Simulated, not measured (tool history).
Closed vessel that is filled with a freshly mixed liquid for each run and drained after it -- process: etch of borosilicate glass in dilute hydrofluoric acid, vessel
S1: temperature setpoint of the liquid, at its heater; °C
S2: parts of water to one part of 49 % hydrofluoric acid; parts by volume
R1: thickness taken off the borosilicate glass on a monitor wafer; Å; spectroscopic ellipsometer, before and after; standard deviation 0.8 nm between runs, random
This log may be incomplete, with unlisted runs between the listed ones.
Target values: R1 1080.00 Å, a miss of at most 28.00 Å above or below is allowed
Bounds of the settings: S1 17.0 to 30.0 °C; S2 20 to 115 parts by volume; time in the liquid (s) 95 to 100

Run 1, day 0.000: S1 22.0 °C, S2 65 parts by volume, time in the liquid (s) 95. Result: R1 379.14 Å.
Run 2, day 0.371: S1 24.0 °C, S2 55 parts by volume, time in the liquid (s) 95. Result: R1 497.51 Å.
Run 3, day 0.650: S1 27.5 °C, S2 55 parts by volume, time in the liquid (s) 95. Result: R1 571.14 Å.
Run 4, day 0.875: S1 27.5 °C, S2 70 parts by volume, time in the liquid (s) 95. Result: R1 439.79 Å.
Run 5, day 0.933: S1 28.0 °C, S2 55 parts by volume, time in the liquid (s) 95. Result: R1 584.89 Å.
Run 6, day 1.208: S1 28.0 °C, S2 55 parts by volume, time in the liquid (s) 95. Result: R1 579.39 Å.
Run 7, day 1.342: S1 28.5 °C, S2 45 parts by volume, time in the liquid (s) 95. Result: R1 741.32 Å.
Run 8, day 1.588: S1 29.0 °C, S2 40 parts by volume, time in the liquid (s) 95. Result: R1 841.12 Å.
Run 9, day 1.888: S1 29.5 °C, S2 35 parts by volume, time in the liquid (s) 95. Result: R1 995.10 Å.
Run 10, day 2.188: S1 30.0 °C, S2 35 parts by volume, time in the liquid (s) 95. Result: R1 1025.30 Å.

Exercise: of the 5 proposed moves below, exactly one satisfies all targets within the stated allowed misses. Which move is it?
Run A, day 2.488: S1 30.0 °C, S2 35 parts by volume, time in the liquid (s) 100. Result: R1 ?.
Run B, day 2.488: S1 29.0 °C, S2 30 parts by volume, time in the liquid (s) 95. Result: R1 ?.
Run C, day 2.488: S1 29.0 °C, S2 35 parts by volume, time in the liquid (s) 100. Result: R1 ?.
Run D, day 2.488: S1 29.5 °C, S2 35 parts by volume, time in the liquid (s) 95. Result: R1 ?.
Run E, day 2.488: S1 27.5 °C, S2 30 parts by volume, time in the liquid (s) 100. Result: R1 ?.

move       R1
   A  1065.70
   B  1143.70
   C  1024.00
   D   992.46
   E  1132.80
A: meets every target
B: the result that was furthest off in the last run now lies on the other side of its target
C: just as far off the targets as the last run
D: the biggest miss grows against the last run
E: the result that was furthest off in the last run now lies on the other side of its target
Correct choice: A, which meets every target

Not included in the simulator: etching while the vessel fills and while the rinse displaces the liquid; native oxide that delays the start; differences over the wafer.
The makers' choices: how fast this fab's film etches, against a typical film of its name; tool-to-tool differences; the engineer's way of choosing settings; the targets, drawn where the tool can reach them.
